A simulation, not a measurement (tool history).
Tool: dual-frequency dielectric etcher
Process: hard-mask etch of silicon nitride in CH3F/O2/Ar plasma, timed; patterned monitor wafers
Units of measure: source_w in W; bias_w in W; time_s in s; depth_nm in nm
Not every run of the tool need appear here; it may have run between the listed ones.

run 1 day=0 | source_w=550 bias_w=90 time_s=154 | depth_nm=132.52
run 2 day=0.346 | source_w=570 bias_w=92 time_s=154 | depth_nm=137.97
run 3 day=0.462 | source_w=590 bias_w=92 time_s=154 | depth_nm=140.26
run 4 day=0.633 | source_w=600 bias_w=92 time_s=154 | depth_nm=141.75
run 5 day=0.846 | source_w=540 bias_w=92 time_s=154 | depth_nm=132.72
run 6 day=0.908 | source_w=540 bias_w=92 time_s=140 | depth_nm=121.28

For run 7, what comes out?
run 7 day=1.075 | source_w=560 bias_w=93 time_s=140 | depth_nm=?

{"run 7": {"depth_nm": 124.82}}
